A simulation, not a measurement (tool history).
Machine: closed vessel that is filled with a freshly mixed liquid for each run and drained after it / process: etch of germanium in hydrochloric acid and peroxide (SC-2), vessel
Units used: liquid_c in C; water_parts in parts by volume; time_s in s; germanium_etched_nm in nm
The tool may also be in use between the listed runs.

run  hour  liquid_c  water_parts  time_s  germanium_etched_nm
  1     0        62           10      35               112.66
  2   8.1      64.5           10      35               121.54
  3   8.8      60.5           10      35               108.23
  4  13.7      63.5           10      35               118.92
  5  15.9      63.5          8.5      35               120.28
  6  16.7      63.5          8.5      30               102.79

Forecast run 7:
  7  23.7      66.5           10      30                    ?

Logged for run 7: germanium_etched_nm 110.48 nm.

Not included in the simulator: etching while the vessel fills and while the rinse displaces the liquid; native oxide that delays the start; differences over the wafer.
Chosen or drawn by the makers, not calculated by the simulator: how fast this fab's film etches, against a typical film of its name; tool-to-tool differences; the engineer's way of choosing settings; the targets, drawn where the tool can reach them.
